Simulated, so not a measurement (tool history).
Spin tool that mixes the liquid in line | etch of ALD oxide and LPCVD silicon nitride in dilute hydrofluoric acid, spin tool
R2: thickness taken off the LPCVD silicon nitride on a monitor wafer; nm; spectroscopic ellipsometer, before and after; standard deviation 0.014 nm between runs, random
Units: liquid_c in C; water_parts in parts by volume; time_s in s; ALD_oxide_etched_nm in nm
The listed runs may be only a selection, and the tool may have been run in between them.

{"run": 1, "hour": 0.0, "liquid_c": 24.0, "water_parts": 195, "time_s": 90, "ALD_oxide_etched_nm": 10.193, "R2": 0.24915}
{"run": 2, "hour": 4.0, "liquid_c": 23.0, "water_parts": 205, "time_s": 90, "ALD_oxide_etched_nm": 9.2871, "R2": 0.18729}
{"run": 3, "hour": 9.4, "liquid_c": 26.5, "water_parts": 205, "time_s": 90, "ALD_oxide_etched_nm": 10.673, "R2": 0.27621}
{"run": 4, "hour": 12.2, "liquid_c": 26.5, "water_parts": 155, "time_s": 90, "ALD_oxide_etched_nm": 14.896, "R2": 0.36445}
{"run": 5, "hour": 20.8, "liquid_c": 25.5, "water_parts": 170, "time_s": 90, "ALD_oxide_etched_nm": 12.79, "R2": 0.22927}
{"run": 6, "hour": 21.6, "liquid_c": 24.0, "water_parts": 170, "time_s": 90, "ALD_oxide_etched_nm": 12.152, "R2": 0.22119}
{"run": 7, "hour": 26.8, "liquid_c": 23.5, "water_parts": 185, "time_s": 90, "ALD_oxide_etched_nm": 10.756, "R2": 0.2446}
{"run": 8, "hour": 31.3, "liquid_c": 23.0, "water_parts": 200, "time_s": 90, "ALD_oxide_etched_nm": 9.6579, "R2": 0.26942}
{"run": 9, "hour": 36.6, "liquid_c": 22.5, "water_parts": 210, "time_s": 90, "ALD_oxide_etched_nm": 8.9437, "R2": 0.22511}

Forecast run 10:
{"run": 10, "hour": 39.3, "liquid_c": 22.0, "water_parts": 220, "time_s": 90, "ALD_oxide_etched_nm": "?", "R2": "?"}

Run 10 produced ALD_oxide_etched_nm 8.2430 nm, R2 0.18323 nm.
